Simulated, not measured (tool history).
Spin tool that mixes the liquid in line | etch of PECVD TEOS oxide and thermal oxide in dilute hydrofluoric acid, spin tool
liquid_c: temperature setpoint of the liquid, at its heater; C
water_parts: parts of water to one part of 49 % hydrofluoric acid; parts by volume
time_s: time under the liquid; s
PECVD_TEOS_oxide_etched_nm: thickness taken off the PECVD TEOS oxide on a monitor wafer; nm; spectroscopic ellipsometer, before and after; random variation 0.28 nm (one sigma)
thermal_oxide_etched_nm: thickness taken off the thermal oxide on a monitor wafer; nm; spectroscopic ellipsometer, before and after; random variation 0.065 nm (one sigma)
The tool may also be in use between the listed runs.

{"run": 1, "hour": 0.0, "liquid_c": 22, "water_parts": 130, "time_s": 165, "PECVD_TEOS_oxide_etched_nm": 13.082, "thermal_oxide_etched_nm": 5.9824}
{"run": 2, "hour": 4.6, "liquid_c": 24, "water_parts": 115, "time_s": 165, "PECVD_TEOS_oxide_etched_nm": 16.713, "thermal_oxide_etched_nm": 7.3324}
{"run": 3, "hour": 12.8, "liquid_c": 24, "water_parts": 115, "time_s": 120, "PECVD_TEOS_oxide_etched_nm": 11.866, "thermal_oxide_etched_nm": 5.3774}
{"run": 4, "hour": 16.6, "liquid_c": 25, "water_parts": 90, "time_s": 120, "PECVD_TEOS_oxide_etched_nm": 16.634, "thermal_oxide_etched_nm": 7.4005}
{"run": 5, "hour": 20.4, "liquid_c": 25, "water_parts": 90, "time_s": 170, "PECVD_TEOS_oxide_etched_nm": 23.459, "thermal_oxide_etched_nm": 10.43}
{"run": 6, "hour": 26.6, "liquid_c": 25, "water_parts": 90, "time_s": 235, "PECVD_TEOS_oxide_etched_nm": 32.858, "thermal_oxide_etched_nm": 14.507}

Forecast run 7:
{"run": 7, "hour": 30.3, "liquid_c": 24.5, "water_parts": 90, "time_s": 235, "PECVD_TEOS_oxide_etched_nm": "?", "thermal_oxide_etched_nm": "?"}

PECVD_TEOS_oxide_etched_nm: 31.167 nm
thermal_oxide_etched_nm: 14.207 nm
